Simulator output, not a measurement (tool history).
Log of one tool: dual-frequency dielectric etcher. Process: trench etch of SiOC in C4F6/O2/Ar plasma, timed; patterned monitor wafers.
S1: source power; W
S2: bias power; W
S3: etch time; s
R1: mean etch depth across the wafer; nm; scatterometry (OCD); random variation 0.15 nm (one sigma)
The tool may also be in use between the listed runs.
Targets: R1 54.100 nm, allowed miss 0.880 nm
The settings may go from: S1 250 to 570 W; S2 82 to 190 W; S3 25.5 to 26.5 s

run,hour,S1,S2,S3,R1
1,0.0,410,136,25.5,50.937
2,4.9,420,137,25.5,51.418
3,10.5,420,156,25.5,52.885
4,13.9,380,156,25.5,50.690
5,15.1,390,157,25.5,51.044
6,20.1,400,158,25.5,51.688
7,24.5,400,158,25.5,51.925
8,28.5,410,158,25.5,52.443

4 next moves are on the table. One of them brings every result within its allowed miss. Which?
A,32.5,440,132,26.5,?
B,32.5,370,137,25.5,?
C,32.5,400,147,25.5,?
D,32.5,360,181,26.0,?

move,R1
A,54.198
B,48.337
C,51.035
D,51.988
A: meets every target
B: further off than the last run
C: further off than the last run
D: further off than the last run
The right move is A.
